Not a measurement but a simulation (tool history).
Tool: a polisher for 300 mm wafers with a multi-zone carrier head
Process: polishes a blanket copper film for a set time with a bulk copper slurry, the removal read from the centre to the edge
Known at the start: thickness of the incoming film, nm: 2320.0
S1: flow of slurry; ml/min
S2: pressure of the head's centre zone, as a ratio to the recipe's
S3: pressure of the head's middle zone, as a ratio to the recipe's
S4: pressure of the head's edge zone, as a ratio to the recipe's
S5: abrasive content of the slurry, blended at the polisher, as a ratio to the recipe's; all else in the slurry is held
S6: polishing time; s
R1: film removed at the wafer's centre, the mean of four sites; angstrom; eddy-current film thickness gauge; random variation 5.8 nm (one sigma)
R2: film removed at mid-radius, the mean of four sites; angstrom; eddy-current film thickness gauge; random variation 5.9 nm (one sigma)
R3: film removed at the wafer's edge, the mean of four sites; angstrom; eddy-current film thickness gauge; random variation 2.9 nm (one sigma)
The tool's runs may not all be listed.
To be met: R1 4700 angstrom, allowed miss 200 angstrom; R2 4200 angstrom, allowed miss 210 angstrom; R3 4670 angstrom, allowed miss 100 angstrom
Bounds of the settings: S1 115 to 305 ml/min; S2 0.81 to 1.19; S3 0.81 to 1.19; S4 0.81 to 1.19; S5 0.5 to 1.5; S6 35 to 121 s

{"run": 1, "hour": 0.0, "S1": 195, "S2": 1, "S3": 1, "S4": 1, "S5": 1, "S6": 78, "R1": 5007.1, "R2": 5024.3, "R3": 5024.9}
{"run": 2, "hour": 8.7, "S1": 195, "S2": 0.92, "S3": 1, "S4": 1, "S5": 1, "S6": 78, "R1": 4705.8, "R2": 5098, "R3": 5050.4}
{"run": 3, "hour": 16.4, "S1": 195, "S2": 0.92, "S3": 1, "S4": 0.96, "S5": 1, "S6": 78, "R1": 4594.8, "R2": 5143.7, "R3": 4908.9}
{"run": 4, "hour": 23.2, "S1": 190, "S2": 0.93, "S3": 0.98, "S4": 0.96, "S5": 1, "S6": 78, "R1": 4661.9, "R2": 5037.4, "R3": 4931.1}
{"run": 5, "hour": 30.6, "S1": 185, "S2": 0.94, "S3": 0.96, "S4": 0.96, "S5": 1, "S6": 78, "R1": 4783.9, "R2": 4812.5, "R3": 4858.7}
{"run": 6, "hour": 36.6, "S1": 185, "S2": 0.89, "S3": 0.96, "S4": 0.96, "S5": 1, "S6": 78, "R1": 4557.6, "R2": 4989.3, "R3": 4918.2}
{"run": 7, "hour": 41.1, "S1": 180, "S2": 0.9, "S3": 0.95, "S4": 0.96, "S5": 1, "S6": 78, "R1": 4484.6, "R2": 4901.7, "R3": 4869.4}
{"run": 8, "hour": 42.1, "S1": 175, "S2": 0.91, "S3": 0.94, "S4": 0.96, "S5": 1, "S6": 78, "R1": 4562.5, "R2": 4740.2, "R3": 4876.6}
{"run": 9, "hour": 42.8, "S1": 170, "S2": 0.92, "S3": 0.93, "S4": 0.96, "S5": 1, "S6": 78, "R1": 4523.2, "R2": 4676, "R3": 4828.9}
{"run": 10, "hour": 48.5, "S1": 170, "S2": 0.93, "S3": 0.92, "S4": 0.96, "S5": 1, "S6": 78, "R1": 4684.8, "R2": 4566, "R3": 4827.1}
{"run": 11, "hour": 54.0, "S1": 165, "S2": 0.93, "S3": 0.92, "S4": 0.96, "S5": 1, "S6": 78, "R1": 4633, "R2": 4519.8, "R3": 4835.6}
{"run": 12, "hour": 55.3, "S1": 160, "S2": 0.93, "S3": 0.92, "S4": 0.96, "S5": 1, "S6": 78, "R1": 4528.8, "R2": 4649.7, "R3": 4829.5}
{"run": 13, "hour": 58.2, "S1": 160, "S2": 0.93, "S3": 0.91, "S4": 0.96, "S5": 1, "S6": 78, "R1": 4523.2, "R2": 4574.4, "R3": 4758.4}

Which of these 4 next moves meets every target?
{"run": "A", "hour": 61.1, "S1": 205, "S2": 0.88, "S3": 0.81, "S4": 0.93, "S5": 0.85, "S6": 81, "R1": "?", "R2": "?", "R3": "?"}
{"run": "B", "hour": 61.1, "S1": 190, "S2": 0.91, "S3": 0.87, "S4": 0.94, "S5": 1.15, "S6": 71, "R1": "?", "R2": "?", "R3": "?"}
{"run": "C", "hour": 61.1, "S1": 195, "S2": 0.92, "S3": 0.91, "S4": 0.96, "S5": 1, "S6": 76, "R1": "?", "R2": "?", "R3": "?"}
{"run": "D", "hour": 61.1, "S1": 180, "S2": 0.99, "S3": 0.85, "S4": 0.97, "S5": 1, "S6": 74, "R1": "?", "R2": "?", "R3": "?"}

move=A R1=4538.8 R2=4413.4 R3=4939.3
move=B R1=4233.1 R2=4208.5 R3=4517.8
move=C R1=4494 R2=4565.1 R3=4788.5
move=D R1=4583.7 R2=4179.4 R3=4642.3
A: further off than the last run
B: brings the result that was furthest off to its target, and leaves another outside
C: as far off as the last run
D: meets every target
Move D is the one to make.

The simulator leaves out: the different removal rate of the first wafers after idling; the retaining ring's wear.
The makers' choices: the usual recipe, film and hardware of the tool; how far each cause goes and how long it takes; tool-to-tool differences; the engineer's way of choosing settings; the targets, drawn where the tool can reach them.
